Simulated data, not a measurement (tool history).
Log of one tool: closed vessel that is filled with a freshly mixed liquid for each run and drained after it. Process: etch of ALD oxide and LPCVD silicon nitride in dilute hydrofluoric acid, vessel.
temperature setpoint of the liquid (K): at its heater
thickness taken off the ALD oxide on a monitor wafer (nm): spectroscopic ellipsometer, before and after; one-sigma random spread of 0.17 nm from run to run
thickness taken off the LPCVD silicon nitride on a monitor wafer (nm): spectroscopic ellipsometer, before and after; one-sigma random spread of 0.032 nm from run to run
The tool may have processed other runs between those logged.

| run | hour | temperature setpoint of the liquid (K) | parts of water to one part of 49 % hydrofluoric acid (parts by volume) | time in the liquid (s) | thickness taken off the ALD oxide on a monitor wafer (nm) | thickness taken off the LPCVD silicon nitride on a monitor wafer (nm) |
|---|---|---|---|---|---|---|
| 1 | 0 | 297.15 | 250 | 275 | 21.81 | 0.59413 |
| 2 | 2.8 | 298.15 | 255 | 275 | 22.197 | 0.65544 |
| 3 | 8.2 | 298.65 | 255 | 275 | 22.847 | 0.65545 |
| 4 | 12.5 | 298.65 | 295 | 275 | 18.884 | 0.52975 |
| 5 | 16.4 | 298.65 | 240 | 275 | 24.692 | 0.69282 |
| 6 | 23.8 | 295.65 | 240 | 275 | 21.886 | 0.56269 |
| 7 | 28 | 296.65 | 245 | 275 | 22.13 | 0.59879 |

For run 8, what comes out?
| 8 | 33.3 | 297.65 | 250 | 275 | ? | ? |

Run 8 came out at thickness taken off the ALD oxide on a monitor wafer (nm) 22.232, thickness taken off the LPCVD silicon nitride on a monitor wafer (nm) 0.65323.

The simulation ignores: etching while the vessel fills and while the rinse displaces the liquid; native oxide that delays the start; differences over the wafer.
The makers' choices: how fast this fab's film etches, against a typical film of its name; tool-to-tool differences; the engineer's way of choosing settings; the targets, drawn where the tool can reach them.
